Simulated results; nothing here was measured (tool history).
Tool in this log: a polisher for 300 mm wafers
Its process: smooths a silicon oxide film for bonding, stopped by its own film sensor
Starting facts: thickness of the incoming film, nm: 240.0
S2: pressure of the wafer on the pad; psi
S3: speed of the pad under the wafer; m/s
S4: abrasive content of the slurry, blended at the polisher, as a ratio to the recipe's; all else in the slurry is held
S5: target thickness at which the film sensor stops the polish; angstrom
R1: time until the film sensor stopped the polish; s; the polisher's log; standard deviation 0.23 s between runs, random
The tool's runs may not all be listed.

Run 1, hour 0: flow of slurry (ml/min) 205, S2 2.6 psi, S3 1.14 m/s, S4 1, S5 2000 angstrom. Result: R1 50.386 s.
Run 2, hour 2.1: flow of slurry (ml/min) 205, S2 2.6 psi, S3 1.34 m/s, S4 1, S5 2000 angstrom. Result: R1 45.15 s.
Run 3, hour 6.6: flow of slurry (ml/min) 205, S2 2.6 psi, S3 1.34 m/s, S4 1, S5 2040 angstrom. Result: R1 39.343 s.
Run 4, hour 12.7: flow of slurry (ml/min) 240, S2 2.6 psi, S3 1.34 m/s, S4 1, S5 2040 angstrom. Result: R1 38.592 s.
Run 5, hour 16.3: flow of slurry (ml/min) 250, S2 2.8 psi, S3 1.34 m/s, S4 1, S5 2040 angstrom. Result: R1 36.518 s.
Run 6, hour 22.9: flow of slurry (ml/min) 250, S2 2.6 psi, S3 1.34 m/s, S4 1, S5 2040 angstrom. Result: R1 38.997 s.
Run 7, hour 27.2: flow of slurry (ml/min) 260, S2 3.3 psi, S3 1.38 m/s, S4 1, S5 2040 angstrom. Result: R1 30.02 s.
Run 8, hour 35: flow of slurry (ml/min) 265, S2 3.4 psi, S3 1.38 m/s, S4 1, S5 2040 angstrom. Result: R1 29.382 s.
Run 9, hour 36.4: flow of slurry (ml/min) 270, S2 3.5 psi, S3 1.38 m/s, S4 1, S5 2040 angstrom. Result: R1 28.393 s.

Forecast run 10:
Run 10, hour 38.9: flow of slurry (ml/min) 270, S2 3.6 psi, S3 1.38 m/s, S4 1, S5 2040 angstrom. Result: R1 ?.

Logged for run 10: R1 26.889 s.
